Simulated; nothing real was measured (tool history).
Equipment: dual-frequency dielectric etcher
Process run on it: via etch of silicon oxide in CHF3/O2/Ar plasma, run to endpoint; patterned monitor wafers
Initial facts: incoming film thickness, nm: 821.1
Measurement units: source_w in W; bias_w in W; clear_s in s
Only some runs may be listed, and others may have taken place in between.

{"run": 1, "hour": 0.0, "source_w": 730, "bias_w": 141, "clear_s": 412.12}
{"run": 2, "hour": 0.7, "source_w": 730, "bias_w": 164, "clear_s": 388.68}
{"run": 3, "hour": 6.9, "source_w": 670, "bias_w": 164, "clear_s": 408.56}
{"run": 4, "hour": 12.4, "source_w": 670, "bias_w": 184, "clear_s": 390.06}
{"run": 5, "hour": 15.4, "source_w": 740, "bias_w": 184, "clear_s": 369.43}
{"run": 6, "hour": 20.8, "source_w": 820, "bias_w": 184, "clear_s": 348.04}

Run 7, settings as shown, results not yet in. Your forecast:
{"run": 7, "hour": 24.4, "source_w": 770, "bias_w": 183, "clear_s": "?"}

clear_s: 357.71 s
